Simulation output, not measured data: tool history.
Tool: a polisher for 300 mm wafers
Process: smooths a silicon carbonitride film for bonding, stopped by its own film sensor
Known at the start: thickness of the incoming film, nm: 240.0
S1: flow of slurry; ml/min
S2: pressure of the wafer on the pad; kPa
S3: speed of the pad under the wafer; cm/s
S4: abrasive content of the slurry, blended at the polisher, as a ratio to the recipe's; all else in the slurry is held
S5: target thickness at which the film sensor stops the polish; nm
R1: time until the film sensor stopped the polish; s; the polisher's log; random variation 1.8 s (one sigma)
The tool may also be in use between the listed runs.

Run 1, hour 0: S1 290 ml/min, S2 12.4 kPa, S3 92 cm/s, S4 1, S5 228 nm. Result: R1 78.064 s.
Run 2, hour 4.1: S1 290 ml/min, S2 11.7 kPa, S3 90 cm/s, S4 1, S5 228 nm. Result: R1 87.222 s.
Run 3, hour 9.8: S1 290 ml/min, S2 11.7 kPa, S3 90 cm/s, S4 1, S5 228 nm. Result: R1 83.029 s.
Run 4, hour 17.8: S1 290 ml/min, S2 13.1 kPa, S3 90 cm/s, S4 1, S5 228 nm. Result: R1 76.002 s.
Run 5, hour 26.8: S1 255 ml/min, S2 13.1 kPa, S3 90 cm/s, S4 1, S5 228 nm. Result: R1 75.682 s.
Run 6, hour 32: S1 255 ml/min, S2 14.5 kPa, S3 90 cm/s, S4 1, S5 228 nm. Result: R1 71.235 s.

Forecast run 7:
Run 7, hour 36.8: S1 255 ml/min, S2 13.1 kPa, S3 88 cm/s, S4 1, S5 228 nm. Result: R1 ?.

{"run 7": {"R1": 76.384}}

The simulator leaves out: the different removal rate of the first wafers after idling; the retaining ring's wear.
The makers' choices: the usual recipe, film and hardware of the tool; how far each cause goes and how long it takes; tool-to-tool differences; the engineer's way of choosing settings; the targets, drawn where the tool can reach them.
